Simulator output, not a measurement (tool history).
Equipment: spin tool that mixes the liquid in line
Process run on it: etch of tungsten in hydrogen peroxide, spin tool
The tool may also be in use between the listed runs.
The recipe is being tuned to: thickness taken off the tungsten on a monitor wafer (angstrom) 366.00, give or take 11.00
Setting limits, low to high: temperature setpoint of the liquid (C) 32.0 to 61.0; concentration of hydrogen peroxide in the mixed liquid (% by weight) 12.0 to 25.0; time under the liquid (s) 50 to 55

run,hour,temperature setpoint of the liquid (C),concentration of hydrogen peroxide in the mixed liquid (% by weight),time under the liquid (s),thickness taken off the tungsten on a monitor wafer (angstrom)
1,0.0,45.0,17.0,50,716.32
2,5.1,45.0,20.5,50,787.50
3,8.6,41.5,20.5,50,629.16
4,14.5,41.5,17.5,50,582.09
5,22.3,39.5,17.5,50,512.28
6,23.4,38.0,17.5,50,459.63
7,24.0,38.0,17.5,50,457.44
8,27.5,37.0,17.5,50,435.93
9,31.0,36.0,17.5,50,413.16

Which single option among these 4 for the next run brings every result within its allowed miss of target? Just one does.
A,34.5,35.5,17.5,50,?
B,34.5,34.0,19.0,50,?
C,34.5,36.0,16.0,50,?
D,34.5,35.5,18.0,50,?

move,thickness taken off the tungsten on a monitor wafer (angstrom)
A,394.34
B,371.42
C,389.88
D,399.93
A: closes in on the targets versus the last run, not all within tolerance yet
B: every result lands within tolerance
C: closes in on the targets versus the last run, not all within tolerance yet
D: closes in on the targets versus the last run, not all within tolerance yet
Correct choice: B, which meets every target
